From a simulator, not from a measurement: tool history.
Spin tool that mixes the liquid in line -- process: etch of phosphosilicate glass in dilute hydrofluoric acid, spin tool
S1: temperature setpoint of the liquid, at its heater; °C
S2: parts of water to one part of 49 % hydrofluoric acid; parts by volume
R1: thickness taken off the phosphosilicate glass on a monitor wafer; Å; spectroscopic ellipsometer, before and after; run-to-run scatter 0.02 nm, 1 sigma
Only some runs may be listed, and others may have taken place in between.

{"run": 1, "hour": 0.0, "S1": 21.0, "S2": 285, "time under the liquid (s)": 15, "R1": 31.47}
{"run": 2, "hour": 5.4, "S1": 21.0, "S2": 285, "time under the liquid (s)": 15, "R1": 31.772}
{"run": 3, "hour": 11.7, "S1": 24.5, "S2": 285, "time under the liquid (s)": 15, "R1": 36.053}
{"run": 4, "hour": 17.7, "S1": 22.5, "S2": 305, "time under the liquid (s)": 15, "R1": 30.643}
{"run": 5, "hour": 24.3, "S1": 22.5, "S2": 215, "time under the liquid (s)": 15, "R1": 46.692}
{"run": 6, "hour": 27.7, "S1": 21.0, "S2": 255, "time under the liquid (s)": 15, "R1": 36.415}
{"run": 7, "hour": 30.5, "S1": 20.0, "S2": 280, "time under the liquid (s)": 15, "R1": 31.034}
{"run": 8, "hour": 33.8, "S1": 19.0, "S2": 300, "time under the liquid (s)": 15, "R1": 27.637}
{"run": 9, "hour": 38.7, "S1": 18.5, "S2": 315, "time under the liquid (s)": 15, "R1": 25.343}

Run 10 is up next; what results do you expect?
{"run": 10, "hour": 43.2, "S1": 18.0, "S2": 325, "time under the liquid (s)": 15, "R1": "?"}

Run 10 measured R1 23.764 Å.

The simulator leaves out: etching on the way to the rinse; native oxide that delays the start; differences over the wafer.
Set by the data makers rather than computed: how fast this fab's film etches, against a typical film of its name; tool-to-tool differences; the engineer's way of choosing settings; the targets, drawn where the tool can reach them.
